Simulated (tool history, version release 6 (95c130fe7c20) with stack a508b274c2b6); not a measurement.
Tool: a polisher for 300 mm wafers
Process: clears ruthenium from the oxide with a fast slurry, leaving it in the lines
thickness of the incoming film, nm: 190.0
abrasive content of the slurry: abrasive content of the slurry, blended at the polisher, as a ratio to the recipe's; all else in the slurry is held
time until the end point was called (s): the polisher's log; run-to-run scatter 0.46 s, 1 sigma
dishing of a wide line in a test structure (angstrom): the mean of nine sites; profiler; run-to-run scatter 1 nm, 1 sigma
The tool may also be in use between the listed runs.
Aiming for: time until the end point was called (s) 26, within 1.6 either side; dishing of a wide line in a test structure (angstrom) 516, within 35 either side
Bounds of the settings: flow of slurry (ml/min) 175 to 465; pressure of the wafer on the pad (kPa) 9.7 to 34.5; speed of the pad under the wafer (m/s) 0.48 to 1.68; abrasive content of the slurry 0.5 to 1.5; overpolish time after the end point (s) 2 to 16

run,day,flow of slurry (ml/min),pressure of the wafer on the pad (kPa),speed of the pad under the wafer (m/s),abrasive content of the slurry,overpolish time after the end point (s),time until the end point was called (s),dishing of a wide line in a test structure (angstrom)
1,0,295,22.1,1.08,1,8,32.282,333.03
2,0.054,295,22.1,1.3,1,8,27.668,372.05
3,0.2,295,22.8,1.3,1,10,26.49,432.36
4,0.5,295,26.2,1.3,1,10,23.553,497.74
5,0.829,295,26.2,1.3,1,13,23.015,562.58
6,0.946,295,26.2,1.3,1.1,13,22.034,595.21
7,1.096,295,25.5,1.3,1.1,13,23.037,599.05
8,1.421,295,24.1,1.3,1.1,13,24.384,577.71

4 next moves are on the table. One of them brings every result within its allowed miss. Which?
A,1.746,380,33.1,1.16,0.8,10,?,?
B,1.746,350,22.8,1.36,0.95,12,?,?
C,1.746,280,24.8,1.4,1.05,13,?,?
D,1.746,285,27.6,1.26,0.95,11,?,?

move,time until the end point was called (s),dishing of a wide line in a test structure (angstrom)
A,21.443,508.39
B,25.36,512.96
C,22.182,580.09
D,22.712,520.25
A: the worst result of the last run now meets its target, but another is out of spec
B: hits every target within its allowed miss
C: its largest miss is bigger than the last run's
D: the worst result of the last run now meets its target, but another is out of spec
B is the move that brings every result within its allowed miss.
